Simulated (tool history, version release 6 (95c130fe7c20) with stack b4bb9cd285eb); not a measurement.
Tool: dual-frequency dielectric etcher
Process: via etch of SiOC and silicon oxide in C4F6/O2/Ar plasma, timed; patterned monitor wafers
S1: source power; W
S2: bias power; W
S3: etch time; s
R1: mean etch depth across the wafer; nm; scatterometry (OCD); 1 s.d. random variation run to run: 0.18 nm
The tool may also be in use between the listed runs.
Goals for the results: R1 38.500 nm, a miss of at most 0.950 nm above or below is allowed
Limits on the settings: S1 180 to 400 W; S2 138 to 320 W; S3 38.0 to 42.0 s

{"run": 1, "hour": 0.0, "S1": 290, "S2": 229, "S3": 42.0, "R1": 43.3}
{"run": 2, "hour": 0.7, "S1": 290, "S2": 265, "S3": 42.0, "R1": 45.852}
{"run": 3, "hour": 6.8, "S1": 280, "S2": 259, "S3": 42.0, "R1": 44.828}
{"run": 4, "hour": 12.0, "S1": 270, "S2": 254, "S3": 42.0, "R1": 43.735}
{"run": 5, "hour": 16.5, "S1": 260, "S2": 251, "S3": 42.0, "R1": 43.154}
{"run": 6, "hour": 21.9, "S1": 250, "S2": 247, "S3": 42.0, "R1": 41.93}
{"run": 7, "hour": 28.5, "S1": 240, "S2": 245, "S3": 42.0, "R1": 41.17}
{"run": 8, "hour": 30.2, "S1": 230, "S2": 244, "S3": 42.0, "R1": 40.759}
{"run": 9, "hour": 31.7, "S1": 220, "S2": 243, "S3": 42.0, "R1": 39.845}

Of the 4 settings listed for the next run, only one would bring every result within its allowed miss of target. Which one?
{"run": "A", "hour": 33.2, "S1": 220, "S2": 262, "S3": 38.0, "R1": "?"}
{"run": "B", "hour": 33.2, "S1": 210, "S2": 285, "S3": 39.0, "R1": "?"}
{"run": "C", "hour": 33.2, "S1": 240, "S2": 227, "S3": 38.5, "R1": "?"}
{"run": "D", "hour": 33.2, "S1": 180, "S2": 275, "S3": 39.5, "R1": "?"}

move=A R1=37.101
move=B R1=38.720
move=C R1=36.665
move=D R1=36.363
A: the result that was furthest off in the last run now lies on the other side of its target
B: each result inside its tolerance
C: the result that was furthest off in the last run now lies on the other side of its target
D: the result that was furthest off in the last run now lies on the other side of its target
So the answer is move B, the one that meets all the targets.
